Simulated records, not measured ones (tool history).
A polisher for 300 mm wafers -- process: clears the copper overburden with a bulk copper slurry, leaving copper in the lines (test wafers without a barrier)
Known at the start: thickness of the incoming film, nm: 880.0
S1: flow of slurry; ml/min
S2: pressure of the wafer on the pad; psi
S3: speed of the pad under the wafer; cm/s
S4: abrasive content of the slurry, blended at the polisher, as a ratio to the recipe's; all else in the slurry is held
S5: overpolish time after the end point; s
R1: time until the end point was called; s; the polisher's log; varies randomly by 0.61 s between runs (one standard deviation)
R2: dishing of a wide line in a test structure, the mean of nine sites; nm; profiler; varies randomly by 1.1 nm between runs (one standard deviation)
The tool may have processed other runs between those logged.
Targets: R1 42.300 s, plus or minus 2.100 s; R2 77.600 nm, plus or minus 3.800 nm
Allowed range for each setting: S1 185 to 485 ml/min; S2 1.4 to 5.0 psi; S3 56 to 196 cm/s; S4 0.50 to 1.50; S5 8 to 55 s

{"run": 1, "hour": 0.0, "S1": 310, "S2": 3.2, "S3": 126, "S4": 1.0, "S5": 28, "R1": 58.909, "R2": 106.68}
{"run": 2, "hour": 2.6, "S1": 345, "S2": 2.9, "S3": 140, "S4": 1.1, "S5": 24, "R1": 53.283, "R2": 103.72}
{"run": 3, "hour": 6.4, "S1": 345, "S2": 2.9, "S3": 140, "S4": 1.1, "S5": 30, "R1": 55.548, "R2": 107.1}
{"run": 4, "hour": 14.7, "S1": 410, "S2": 2.9, "S3": 140, "S4": 1.1, "S5": 30, "R1": 55.4, "R2": 109.56}
{"run": 5, "hour": 20.5, "S1": 410, "S2": 2.9, "S3": 140, "S4": 1.2, "S5": 30, "R1": 52.643, "R2": 110.35}
{"run": 6, "hour": 26.0, "S1": 365, "S2": 2.6, "S3": 152, "S4": 1.25, "S5": 25, "R1": 50.359, "R2": 105.13}
{"run": 7, "hour": 27.9, "S1": 330, "S2": 2.4, "S3": 162, "S4": 1.3, "S5": 21, "R1": 50.788, "R2": 103.97}
{"run": 8, "hour": 34.2, "S1": 360, "S2": 2.4, "S3": 170, "S4": 1.15, "S5": 18, "R1": 49.48, "R2": 97.764}
{"run": 9, "hour": 42.4, "S1": 360, "S2": 2.4, "S3": 170, "S4": 1.15, "S5": 18, "R1": 51.465, "R2": 98.071}
{"run": 10, "hour": 46.4, "S1": 385, "S2": 2.6, "S3": 176, "S4": 1.0, "S5": 16, "R1": 48.861, "R2": 95.453}
{"run": 11, "hour": 49.6, "S1": 405, "S2": 2.7, "S3": 180, "S4": 0.9, "S5": 14, "R1": 48.215, "R2": 92.637}
{"run": 12, "hour": 52.7, "S1": 420, "S2": 2.8, "S3": 184, "S4": 0.8, "S5": 13, "R1": 45.764, "R2": 88.345}
{"run": 13, "hour": 61.1, "S1": 435, "S2": 2.9, "S3": 186, "S4": 0.75, "S5": 12, "R1": 46.704, "R2": 86.535}

4 next moves are on the table. One of them brings every result within its allowed miss. Which?
{"run": "A", "hour": 69.5, "S1": 320, "S2": 3.1, "S3": 148, "S4": 1.05, "S5": 23, "R1": "?", "R2": "?"}
{"run": "B", "hour": 69.5, "S1": 485, "S2": 2.4, "S3": 182, "S4": 1.2, "S5": 20, "R1": "?", "R2": "?"}
{"run": "C", "hour": 69.5, "S1": 410, "S2": 3.4, "S3": 178, "S4": 0.9, "S5": 8, "R1": "?", "R2": "?"}
{"run": "D", "hour": 69.5, "S1": 460, "S2": 3.1, "S3": 196, "S4": 0.6, "S5": 12, "R1": "?", "R2": "?"}

move=A R1=51.781 R2=108.000
move=B R1=45.907 R2=104.520
move=C R1=42.390 R2=78.583
move=D R1=46.784 R2=90.749
A: its largest miss is bigger than the last run's
B: its largest miss is bigger than the last run's
C: every result lands within tolerance
D: its largest miss is bigger than the last run's
C meets every target.
